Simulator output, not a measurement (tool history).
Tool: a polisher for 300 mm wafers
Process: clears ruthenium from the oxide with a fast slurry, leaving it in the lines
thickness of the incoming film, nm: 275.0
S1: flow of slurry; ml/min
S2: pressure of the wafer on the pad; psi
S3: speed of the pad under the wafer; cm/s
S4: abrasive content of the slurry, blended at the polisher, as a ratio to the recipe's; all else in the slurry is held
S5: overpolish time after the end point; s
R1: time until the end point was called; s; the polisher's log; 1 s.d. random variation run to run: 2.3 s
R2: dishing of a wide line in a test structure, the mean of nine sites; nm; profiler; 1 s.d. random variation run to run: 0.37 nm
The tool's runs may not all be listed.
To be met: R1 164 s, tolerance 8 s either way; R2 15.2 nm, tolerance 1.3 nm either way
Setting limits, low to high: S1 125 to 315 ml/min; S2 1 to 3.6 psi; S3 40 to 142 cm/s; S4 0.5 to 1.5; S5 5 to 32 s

run  hour   S1   S2  S3   S4  S5      R1      R2
  1     0  205  2.3  90    1  16  85.071  35.151
  2   1.9  205  2.2  88    1  15  93.212  31.128
  3   9.6  205  2.1  88    1  14  94.989  28.688
  4  14.4  250  2.1  88    1  14  94.878  30.059
  5  16.2  250  2.1  88  1.1  14  92.053  28.544
  6  20.2  250    2  86  1.1  14  98.187   27.84
  7  25.5  250  1.9  84  1.1  14  107.27  26.769
  8  33.6  250  1.8  84  1.1  13  111.88  24.198
  9  37.7  250  1.7  84  1.1  13   118.6  23.113
 10  38.4  250  1.6  84  1.1  13  121.62  21.936
 11  42.2  250  1.5  84  1.1  13  130.08  20.454
 12  43.3  250    1  84  1.1  10  195.93  11.884
 13  47.6  255  1.1  84  1.1  11  178.12  14.241

4 candidate next runs follow, results not yet known. Just one meets every target within its allowed miss. Identify it.
  A  51.9  260    1  86  1.15  10   ?   ?
  B  51.9  245  1.4  72   0.9   9   ?   ?
  C  51.9  225  1.1  80   1.2  10   ?   ?
  D  51.9  280  1.2  80  1.15  11   ?   ?

move      R1      R2
   A   187.8  12.504
   B  178.84  11.892
   C  184.13  12.724
   D  168.56  14.936
A: moves away from the targets compared with the last run
B: moves away from the targets compared with the last run
C: moves away from the targets compared with the last run
D: every result within its allowed miss
So the answer is move D, the one that meets all the targets.
